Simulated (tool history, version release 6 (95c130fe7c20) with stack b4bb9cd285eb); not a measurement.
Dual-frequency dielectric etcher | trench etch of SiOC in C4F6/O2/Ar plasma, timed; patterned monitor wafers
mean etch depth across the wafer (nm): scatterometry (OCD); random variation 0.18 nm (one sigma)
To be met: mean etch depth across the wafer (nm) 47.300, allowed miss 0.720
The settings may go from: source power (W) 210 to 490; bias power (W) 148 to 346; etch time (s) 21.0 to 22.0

run,hour,source power (W),bias power (W),etch time (s),mean etch depth across the wafer (nm)
1,0.0,350,247,21.0,43.496
2,5.4,350,220,21.0,42.383
3,11.1,320,220,21.0,41.019
4,19.0,320,220,22.0,42.907
5,24.2,320,254,22.0,44.763
6,32.6,330,255,22.0,45.407
7,40.7,340,256,22.0,45.962
8,46.8,350,256,22.0,46.155
9,47.5,350,256,22.0,46.385

Which of these 4 next moves meets every target?
A,48.2,370,271,21.5,?
B,48.2,330,256,22.0,?
C,48.2,330,267,21.5,?
D,48.2,420,230,21.0,?

move,mean etch depth across the wafer (nm)
A,47.160
B,45.535
C,45.126
D,45.637
A: meets every target
B: further off than the last run
C: further off than the last run
D: further off than the last run
Answer: A
